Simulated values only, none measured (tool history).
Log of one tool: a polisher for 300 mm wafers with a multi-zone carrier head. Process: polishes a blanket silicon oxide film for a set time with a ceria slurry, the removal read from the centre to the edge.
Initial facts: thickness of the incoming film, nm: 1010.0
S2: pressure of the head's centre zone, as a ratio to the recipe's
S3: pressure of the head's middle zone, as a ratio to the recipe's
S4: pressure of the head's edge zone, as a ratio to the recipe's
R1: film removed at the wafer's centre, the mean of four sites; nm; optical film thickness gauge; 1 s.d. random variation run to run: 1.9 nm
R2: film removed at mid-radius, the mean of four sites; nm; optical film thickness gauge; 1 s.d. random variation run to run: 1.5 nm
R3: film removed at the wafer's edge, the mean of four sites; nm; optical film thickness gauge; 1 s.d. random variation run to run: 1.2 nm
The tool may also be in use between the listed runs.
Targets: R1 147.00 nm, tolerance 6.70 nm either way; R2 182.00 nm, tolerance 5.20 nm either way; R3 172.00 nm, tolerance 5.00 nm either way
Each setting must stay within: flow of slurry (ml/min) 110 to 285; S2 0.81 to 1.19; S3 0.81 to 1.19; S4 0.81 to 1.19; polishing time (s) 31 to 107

Run 1, day 0.000: flow of slurry (ml/min) 180, S2 1.00, S3 1.00, S4 1.00, polishing time (s) 69. Result: R1 305.22 nm, R2 302.69 nm, R3 312.30 nm.
Run 2, day 0.333: flow of slurry (ml/min) 180, S2 1.00, S3 1.07, S4 1.00, polishing time (s) 69. Result: R1 306.63 nm, R2 324.57 nm, R3 311.81 nm.
Run 3, day 0.583: flow of slurry (ml/min) 205, S2 1.00, S3 1.07, S4 1.00, polishing time (s) 69. Result: R1 317.51 nm, R2 329.29 nm, R3 319.17 nm.
Run 4, day 0.904: flow of slurry (ml/min) 195, S2 0.98, S3 1.06, S4 0.98, polishing time (s) 65. Result: R1 285.21 nm, R2 313.67 nm, R3 297.34 nm.
Run 5, day 1.042: flow of slurry (ml/min) 195, S2 0.98, S3 1.06, S4 0.98, polishing time (s) 79. Result: R1 342.49 nm, R2 369.92 nm, R3 363.64 nm.
Run 6, day 1.300: flow of slurry (ml/min) 190, S2 0.97, S3 1.05, S4 0.97, polishing time (s) 74. Result: R1 330.76 nm, R2 342.45 nm, R3 330.96 nm.
Run 7, day 1.533: flow of slurry (ml/min) 180, S2 0.95, S3 1.05, S4 0.98, polishing time (s) 69. Result: R1 291.87 nm, R2 317.87 nm, R3 306.99 nm.
Run 8, day 1.750: flow of slurry (ml/min) 175, S2 0.93, S3 1.04, S4 0.98, polishing time (s) 65. Result: R1 270.52 nm, R2 293.62 nm, R3 292.34 nm.
Run 9, day 1.792: flow of slurry (ml/min) 145, S2 0.83, S3 1.12, S4 0.88, polishing time (s) 46. Result: R1 158.75 nm, R2 215.96 nm, R3 190.39 nm.
Run 10, day 2.096: flow of slurry (ml/min) 145, S2 0.83, S3 1.11, S4 0.87, polishing time (s) 46. Result: R1 159.19 nm, R2 212.80 nm, R3 189.02 nm.
Run 11, day 2.250: flow of slurry (ml/min) 140, S2 0.83, S3 1.10, S4 0.86, polishing time (s) 46. Result: R1 160.12 nm, R2 212.64 nm, R3 185.62 nm.
Run 12, day 2.621: flow of slurry (ml/min) 140, S2 0.83, S3 1.10, S4 0.86, polishing time (s) 46. Result: R1 163.95 nm, R2 210.36 nm, R3 185.09 nm.
Run 13, day 2.688: flow of slurry (ml/min) 115, S2 0.81, S3 1.02, S4 0.87, polishing time (s) 41. Result: R1 133.88 nm, R2 166.76 nm, R3 163.32 nm.
Run 14, day 3.042: flow of slurry (ml/min) 120, S2 0.81, S3 1.02, S4 0.87, polishing time (s) 41. Result: R1 133.54 nm, R2 168.12 nm, R3 162.35 nm.
Run 15, day 3.354: flow of slurry (ml/min) 125, S2 0.81, S3 1.02, S4 0.87, polishing time (s) 41. Result: R1 135.52 nm, R2 171.88 nm, R3 165.26 nm.

Next run, 5 choices. One meets every target within its allowed miss, the rest don't. Which?
Run A, day 3.667: flow of slurry (ml/min) 190, S2 0.89, S3 1.10, S4 0.90, polishing time (s) 37. Result: R1 ?, R2 ?, R3 ?.
Run B, day 3.667: flow of slurry (ml/min) 115, S2 0.81, S3 1.02, S4 0.89, polishing time (s) 40. Result: R1 ?, R2 ?, R3 ?.
Run C, day 3.667: flow of slurry (ml/min) 160, S2 0.97, S3 1.16, S4 0.81, polishing time (s) 37. Result: R1 ?, R2 ?, R3 ?.
Run D, day 3.667: flow of slurry (ml/min) 120, S2 0.84, S3 1.13, S4 0.86, polishing time (s) 40. Result: R1 ?, R2 ?, R3 ?.
Run E, day 3.667: flow of slurry (ml/min) 115, S2 0.86, S3 1.05, S4 0.88, polishing time (s) 43. Result: R1 ?, R2 ?, R3 ?.

move      R1      R2      R3
   A  147.48  179.80  160.35
   B  127.67  163.14  159.54
   C  155.40  182.41  149.44
   D  134.42  180.21  158.17
   E  145.83  179.70  170.55
A: meets the target for the result that was furthest off, but another lies outside its allowed miss
B: further off than the last run
C: meets the target for the result that was furthest off, but another lies outside its allowed miss
D: meets the target for the result that was furthest off, but another lies outside its allowed miss
E: meets every target
Answer: E
